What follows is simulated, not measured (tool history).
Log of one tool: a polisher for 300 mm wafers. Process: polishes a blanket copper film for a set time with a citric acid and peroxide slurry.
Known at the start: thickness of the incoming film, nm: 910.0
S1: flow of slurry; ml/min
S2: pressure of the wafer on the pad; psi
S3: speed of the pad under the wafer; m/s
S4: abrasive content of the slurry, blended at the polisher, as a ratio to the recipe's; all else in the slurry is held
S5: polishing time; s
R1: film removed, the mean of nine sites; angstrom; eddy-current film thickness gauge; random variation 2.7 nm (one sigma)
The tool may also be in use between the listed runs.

{"run": 1, "hour": 0.0, "S1": 165, "S2": 2.4, "S3": 1.18, "S4": 1, "S5": 118, "R1": 2167.3}
{"run": 2, "hour": 8.6, "S1": 170, "S2": 2.5, "S3": 1.18, "S4": 1, "S5": 118, "R1": 2267}
{"run": 3, "hour": 9.7, "S1": 170, "S2": 2.5, "S3": 1.18, "S4": 0.85, "S5": 118, "R1": 2154.3}
{"run": 4, "hour": 12.2, "S1": 170, "S2": 2.2, "S3": 1.18, "S4": 0.85, "S5": 118, "R1": 1912.1}
{"run": 5, "hour": 13.5, "S1": 175, "S2": 2.4, "S3": 1.18, "S4": 0.85, "S5": 118, "R1": 2082.1}
{"run": 6, "hour": 20.0, "S1": 205, "S2": 2.4, "S3": 1.18, "S4": 0.85, "S5": 118, "R1": 2183.1}
{"run": 7, "hour": 27.9, "S1": 210, "S2": 2.5, "S3": 1.18, "S4": 0.85, "S5": 118, "R1": 2275.3}
{"run": 8, "hour": 33.6, "S1": 215, "S2": 2.6, "S3": 1.18, "S4": 0.85, "S5": 118, "R1": 2331}

Run 9 comes next. What will it give?
{"run": 9, "hour": 40.9, "S1": 215, "S2": 2.7, "S3": 1.18, "S4": 0.85, "S5": 118, "R1": "?"}

R1: 2411 angstrom
